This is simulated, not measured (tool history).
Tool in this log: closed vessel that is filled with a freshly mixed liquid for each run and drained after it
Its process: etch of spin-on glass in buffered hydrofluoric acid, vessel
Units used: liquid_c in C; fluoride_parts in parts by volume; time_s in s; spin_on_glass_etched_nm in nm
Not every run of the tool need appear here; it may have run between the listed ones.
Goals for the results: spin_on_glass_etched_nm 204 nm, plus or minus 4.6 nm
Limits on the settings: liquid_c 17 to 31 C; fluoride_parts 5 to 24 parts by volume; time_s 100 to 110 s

run	day	liquid_c	fluoride_parts	time_s	spin_on_glass_etched_nm
1	0	23	14.5	100	312.5
2	0.125	23	14.5	110	341.34
3	0.283	25.5	14.5	110	391.42
4	0.633	25.5	14.5	100	356.24
5	0.925	24	14.5	100	327.53
6	1.146	24	18.5	100	255.79
7	1.496	23.5	18.5	100	250.3
8	1.596	23	18.5	100	243.21

Of the 4 settings listed for the next run, only one would bring every result within its allowed miss of target. Which one?
A	1.696	22.5	22	100	?
B	1.696	20.5	14.5	105	?
C	1.696	21	18.5	105	?
D	1.696	23.5	22	100	?

move	spin_on_glass_etched_nm
A	206.2
B	284.02
C	229.74
D	217.89
A: hits every target within its allowed miss
B: further off than the last run
C: better than the last run, though not everything is in spec
D: better than the last run, though not everything is in spec
A meets every target.
